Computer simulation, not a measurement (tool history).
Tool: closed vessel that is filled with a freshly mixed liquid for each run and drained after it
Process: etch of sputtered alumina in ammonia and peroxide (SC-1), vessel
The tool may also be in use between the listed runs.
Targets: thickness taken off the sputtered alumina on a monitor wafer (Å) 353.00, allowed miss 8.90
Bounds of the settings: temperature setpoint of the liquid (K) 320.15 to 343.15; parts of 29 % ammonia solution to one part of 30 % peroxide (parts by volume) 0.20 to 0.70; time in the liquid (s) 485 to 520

run,hour,temperature setpoint of the liquid (K),parts of 29 % ammonia solution to one part of 30 % peroxide (parts by volume),time in the liquid (s),thickness taken off the sputtered alumina on a monitor wafer (Å)
1,0.0,336.15,0.40,485,475.51
2,8.3,334.65,0.40,485,440.88
3,15.1,333.65,0.40,485,414.14
4,17.8,331.15,0.40,485,363.24
5,26.4,336.15,0.40,485,472.26
6,28.5,336.15,0.50,485,480.42
7,30.9,334.65,0.50,485,444.29
8,34.6,333.65,0.50,485,428.00
9,43.9,332.65,0.50,485,402.98
10,50.2,332.15,0.50,485,397.29
11,57.3,329.15,0.50,485,334.89

Which of these 4 next moves meets every target?
A,64.4,328.65,0.60,510,?
B,64.4,328.15,0.70,485,?
C,64.4,326.65,0.50,520,?
D,64.4,328.65,0.65,485,?

move,thickness taken off the sputtered alumina on a monitor wafer (Å)
A,352.51
B,331.27
C,317.54
D,337.78
A: meets every target
B: further off than the last run
C: further off than the last run
D: nearer than the last run, and not there yet
Answer: A
